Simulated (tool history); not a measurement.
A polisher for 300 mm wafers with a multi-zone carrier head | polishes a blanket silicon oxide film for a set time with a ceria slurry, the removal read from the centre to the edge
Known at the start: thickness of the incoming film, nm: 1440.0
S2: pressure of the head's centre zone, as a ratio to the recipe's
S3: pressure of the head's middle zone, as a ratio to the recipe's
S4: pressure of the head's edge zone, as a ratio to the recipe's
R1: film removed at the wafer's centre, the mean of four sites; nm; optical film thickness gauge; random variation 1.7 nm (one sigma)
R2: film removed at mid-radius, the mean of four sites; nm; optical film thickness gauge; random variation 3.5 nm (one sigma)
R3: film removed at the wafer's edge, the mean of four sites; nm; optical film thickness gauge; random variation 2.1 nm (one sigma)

Run 1, hour 0: flow of slurry (ml/min) 230, S2 1, S3 1, S4 1, polishing time (s) 42. Result: R1 170.03 nm, R2 169.36 nm, R3 167.52 nm.
Run 2, hour 5.8: flow of slurry (ml/min) 185, S2 1, S3 1, S4 1, polishing time (s) 42. Result: R1 161.52 nm, R2 164.19 nm, R3 165.83 nm.
Run 3, hour 8.7: flow of slurry (ml/min) 140, S2 1, S3 1, S4 1, polishing time (s) 42. Result: R1 152.06 nm, R2 153.86 nm, R3 158.09 nm.
Run 4, hour 10.2: flow of slurry (ml/min) 140, S2 1, S3 0.96, S4 1, polishing time (s) 42. Result: R1 153.05 nm, R2 146.64 nm, R3 156.27 nm.
Run 5, hour 16.4: flow of slurry (ml/min) 165, S2 1, S3 0.98, S4 1.04, polishing time (s) 44. Result: R1 165.96 nm, R2 164.21 nm, R3 175.1 nm.
Run 6, hour 20: flow of slurry (ml/min) 165, S2 0.92, S3 0.98, S4 1.04, polishing time (s) 44. Result: R1 151.05 nm, R2 161.77 nm, R3 175.17 nm.
Run 7, hour 26: flow of slurry (ml/min) 190, S2 0.93, S3 1, S4 1.07, polishing time (s) 45. Result: R1 161.77 nm, R2 175.12 nm, R3 179.59 nm.

Run 8 comes next. What will it give?
Run 8, hour 30.7: flow of slurry (ml/min) 200, S2 0.92, S3 1, S4 1.08, polishing time (s) 47. Result: R1 ?, R2 ?, R3 ?.

Run 8 gave R1 168.9 nm, R2 186.63 nm, R3 190.08 nm.
